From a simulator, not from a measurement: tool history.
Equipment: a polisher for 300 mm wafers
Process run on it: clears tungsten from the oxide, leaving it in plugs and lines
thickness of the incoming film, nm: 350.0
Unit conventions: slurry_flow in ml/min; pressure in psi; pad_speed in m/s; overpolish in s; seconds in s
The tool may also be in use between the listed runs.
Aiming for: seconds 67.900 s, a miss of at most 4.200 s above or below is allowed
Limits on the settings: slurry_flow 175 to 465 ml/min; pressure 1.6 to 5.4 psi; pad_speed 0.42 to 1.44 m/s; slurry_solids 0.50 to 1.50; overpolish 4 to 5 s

run  hour  slurry_flow  pressure  pad_speed  slurry_solids  overpolish  seconds
  1   0.0          295       3.5       0.92           1.00           5  103.560
  2   4.1          295       2.9       0.92           1.00           5  119.930
  3  12.8          295       2.9       0.92           1.20           5  114.790
  4  18.6          295       2.9       0.92           1.20           4  117.710
  5  23.8          370       2.9       0.92           1.20           4  114.850
  6  31.0          435       2.9       0.92           1.20           4  110.720
  7  39.4          435       3.9       0.98           1.20           4   84.953
  8  47.2          435       4.1       1.00           1.20           4   80.849
  9  56.1          435       4.2       1.00           1.20           4   80.998
 10  57.6          435       4.4       1.02           1.20           4   76.691
 11  63.1          435       4.5       1.02           1.20           4   74.216

Next run, 5 choices. One meets every target within its allowed miss, the rest don't. Which?
  A  68.6          465       3.9       1.24           1.10           4        ?
  B  68.6          435       4.2       1.02           1.15           4        ?
  C  68.6          465       5.0       1.18           1.35           4        ?
  D  68.6          465       5.2       1.16           1.40           4        ?
  E  68.6          430       4.4       0.96           1.30           4        ?

move  seconds
   A   71.211
   B   81.287
   C   59.680
   D   58.437
   E   81.088
A: meets every target
B: moves away from the targets compared with the last run
C: takes the biggest miss from the last run beyond its target
D: takes the biggest miss from the last run beyond its target
E: moves away from the targets compared with the last run
A is the move that brings every result within its allowed miss.
